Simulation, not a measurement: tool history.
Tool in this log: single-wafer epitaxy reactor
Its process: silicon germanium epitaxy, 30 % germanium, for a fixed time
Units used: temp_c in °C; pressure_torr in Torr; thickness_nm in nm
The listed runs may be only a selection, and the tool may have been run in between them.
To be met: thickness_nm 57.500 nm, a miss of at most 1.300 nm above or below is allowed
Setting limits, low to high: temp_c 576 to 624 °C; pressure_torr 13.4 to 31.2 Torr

Run 1, day 0.000: temp_c 600 °C, pressure_torr 22.3 Torr. Result: thickness_nm 63.458 nm.
Run 2, day 0.038: temp_c 600 °C, pressure_torr 24.7 Torr. Result: thickness_nm 66.837 nm.
Run 3, day 0.354: temp_c 599 °C, pressure_torr 24.7 Torr. Result: thickness_nm 66.217 nm.
Run 4, day 0.571: temp_c 598 °C, pressure_torr 24.7 Torr. Result: thickness_nm 65.319 nm.
Run 5, day 0.942: temp_c 597 °C, pressure_torr 24.7 Torr. Result: thickness_nm 64.618 nm.
Run 6, day 1.283: temp_c 596 °C, pressure_torr 24.7 Torr. Result: thickness_nm 62.956 nm.
Run 7, day 1.396: temp_c 595 °C, pressure_torr 24.7 Torr. Result: thickness_nm 61.860 nm.
Run 8, day 1.500: temp_c 595 °C, pressure_torr 24.7 Torr. Result: thickness_nm 61.790 nm.
Run 9, day 1.817: temp_c 593 °C, pressure_torr 24.6 Torr. Result: thickness_nm 59.793 nm.
Run 10, day 2.104: temp_c 593 °C, pressure_torr 24.6 Torr. Result: thickness_nm 59.368 nm.
Run 11, day 2.338: temp_c 592 °C, pressure_torr 24.6 Torr. Result: thickness_nm 59.190 nm.

4 next moves are on the table. One of them brings every result within its allowed miss. Which?
Run A, day 2.571: temp_c 604 °C, pressure_torr 19.2 Torr. Result: thickness_nm ?.
Run B, day 2.571: temp_c 594 °C, pressure_torr 22.3 Torr. Result: thickness_nm ?.
Run C, day 2.571: temp_c 595 °C, pressure_torr 24.1 Torr. Result: thickness_nm ?.
Run D, day 2.571: temp_c 593 °C, pressure_torr 26.3 Torr. Result: thickness_nm ?.

move  thickness_nm
   A        61.970
   B        57.923
   C        61.626
   D        62.686
A: its largest miss is bigger than the last run's
B: each result inside its tolerance
C: its largest miss is bigger than the last run's
D: its largest miss is bigger than the last run's
B meets every target.

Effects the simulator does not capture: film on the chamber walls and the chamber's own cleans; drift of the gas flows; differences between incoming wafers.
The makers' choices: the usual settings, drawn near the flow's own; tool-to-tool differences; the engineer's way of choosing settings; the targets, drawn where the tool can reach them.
